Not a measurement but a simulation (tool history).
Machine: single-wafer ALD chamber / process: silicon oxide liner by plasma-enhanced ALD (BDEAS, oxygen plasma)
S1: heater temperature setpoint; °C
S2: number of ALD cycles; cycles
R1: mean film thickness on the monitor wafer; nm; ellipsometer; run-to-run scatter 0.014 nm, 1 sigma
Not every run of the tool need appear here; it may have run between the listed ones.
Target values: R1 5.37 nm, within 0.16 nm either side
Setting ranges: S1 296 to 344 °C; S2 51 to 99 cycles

Run 1, hour 0: S1 320 °C, S2 75 cycles. Result: R1 7.1979 nm.
Run 2, hour 7.1: S1 330 °C, S2 75 cycles. Result: R1 7.0953 nm.
Run 3, hour 10.2: S1 334 °C, S2 75 cycles. Result: R1 7.065 nm.
Run 4, hour 19: S1 335 °C, S2 69 cycles. Result: R1 6.524 nm.
Run 5, hour 25.1: S1 335 °C, S2 64 cycles. Result: R1 6.0233 nm.
Run 6, hour 29.4: S1 343 °C, S2 64 cycles. Result: R1 5.9565 nm.
Run 7, hour 34.1: S1 343 °C, S2 62 cycles. Result: R1 5.7917 nm.
Run 8, hour 42.3: S1 343 °C, S2 60 cycles. Result: R1 5.6026 nm.
At hour 50.7: thermocouple changed; heater temperature recalibrated.
Run 9, hour 50.7: S1 343 °C, S2 56 cycles. Result: R1 5.1916 nm.

Exercise: of the 4 proposed moves below, exactly one satisfies all targets within the stated allowed misses. Which move is it?
Run A, hour 59.1: S1 343 °C, S2 61 cycles. Result: R1 ?.
Run B, hour 59.1: S1 344 °C, S2 55 cycles. Result: R1 ?.
Run C, hour 59.1: S1 344 °C, S2 54 cycles. Result: R1 ?.
Run D, hour 59.1: S1 338 °C, S2 58 cycles. Result: R1 ?.

move      R1
   A  5.6501
   B  5.0877
   C  4.9952
   D  5.4073
A: moves the result that the last run missed by most past its target, out the other side
B: the biggest miss grows against the last run
C: the biggest miss grows against the last run
D: in spec on every target
D meets every target.
